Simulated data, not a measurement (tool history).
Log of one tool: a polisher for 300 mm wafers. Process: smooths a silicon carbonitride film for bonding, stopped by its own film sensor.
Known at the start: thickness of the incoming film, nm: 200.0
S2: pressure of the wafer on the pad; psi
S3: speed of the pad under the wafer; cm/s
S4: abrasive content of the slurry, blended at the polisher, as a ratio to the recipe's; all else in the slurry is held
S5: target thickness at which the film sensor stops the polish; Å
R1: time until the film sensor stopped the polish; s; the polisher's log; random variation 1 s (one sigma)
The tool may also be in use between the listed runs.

run 1 day=0 | flow_of_slurry_(ml/min)=190 S2=2 S3=94 S4=1 S5=1880 | R1=45.43
run 2 day=0.067 | flow_of_slurry_(ml/min)=190 S2=2 S3=94 S4=1 S5=1890 | R1=39.808
run 3 day=0.288 | flow_of_slurry_(ml/min)=190 S2=2 S3=94 S4=1.1 S5=1890 | R1=39.346
run 4 day=0.312 | flow_of_slurry_(ml/min)=190 S2=1.9 S3=94 S4=1.1 S5=1890 | R1=40.913
run 5 day=0.496 | flow_of_slurry_(ml/min)=190 S2=1.9 S3=94 S4=0.95 S5=1890 | R1=42.317
run 6 day=0.679 | flow_of_slurry_(ml/min)=165 S2=1.9 S3=94 S4=0.95 S5=1890 | R1=42.714

Forecast run 7:
run 7 day=0.967 | flow_of_slurry_(ml/min)=165 S2=1.8 S3=92 S4=0.95 S5=1890 | R1=?

R1: 44.312 s

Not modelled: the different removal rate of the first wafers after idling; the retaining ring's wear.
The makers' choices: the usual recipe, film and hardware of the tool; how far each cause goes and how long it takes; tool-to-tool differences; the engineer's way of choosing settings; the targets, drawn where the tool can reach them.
